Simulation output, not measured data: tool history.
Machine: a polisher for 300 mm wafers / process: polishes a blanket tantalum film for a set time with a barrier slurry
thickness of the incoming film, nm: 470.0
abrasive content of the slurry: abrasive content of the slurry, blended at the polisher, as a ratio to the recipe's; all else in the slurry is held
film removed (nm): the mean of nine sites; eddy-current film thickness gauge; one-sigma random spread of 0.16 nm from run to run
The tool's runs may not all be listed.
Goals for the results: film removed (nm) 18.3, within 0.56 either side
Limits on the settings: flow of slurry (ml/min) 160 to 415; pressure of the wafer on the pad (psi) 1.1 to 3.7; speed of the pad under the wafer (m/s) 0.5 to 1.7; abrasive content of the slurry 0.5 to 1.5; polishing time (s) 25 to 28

run,hour,flow of slurry (ml/min),pressure of the wafer on the pad (psi),speed of the pad under the wafer (m/s),abrasive content of the slurry,polishing time (s),film removed (nm)
1,0,265,2.4,1.1,1,28,58.871
2,4.1,230,2.4,1.1,1,28,57.302
3,11.5,230,2.4,1.1,1,25,51.559
4,19.1,230,2.4,1.32,1,25,60.856
5,23,220,2.1,1.12,0.95,25,44.855
6,26.7,210,1.9,1,0.95,25,36.347
7,30.8,200,1.7,0.92,0.95,25,29.932
8,37.5,195,1.6,0.88,0.95,25,27.045
9,44.7,190,1.5,0.86,0.95,25,24.923
10,52.9,185,1.4,0.84,0.95,25,22.3
11,56.7,170,1.1,0.8,0.95,25,17.039
12,58.5,180,1.1,0.8,0.95,25,17.126

Of the 4 settings listed for the next run, only one would bring every result within its allowed miss of target. Which one?
A,60.3,190,1.1,0.74,1.05,27,?
B,60.3,210,1.3,0.6,0.85,28,?
C,60.3,210,1.3,0.74,0.8,28,?
D,60.3,185,1.4,0.7,0.85,27,?

move,film removed (nm)
A,17.902
B,16.526
C,19.265
D,19.253
A: every result lands within tolerance
B: moves away from the targets compared with the last run
C: takes the biggest miss from the last run beyond its target
D: takes the biggest miss from the last run beyond its target
Correct choice: A, which meets every target

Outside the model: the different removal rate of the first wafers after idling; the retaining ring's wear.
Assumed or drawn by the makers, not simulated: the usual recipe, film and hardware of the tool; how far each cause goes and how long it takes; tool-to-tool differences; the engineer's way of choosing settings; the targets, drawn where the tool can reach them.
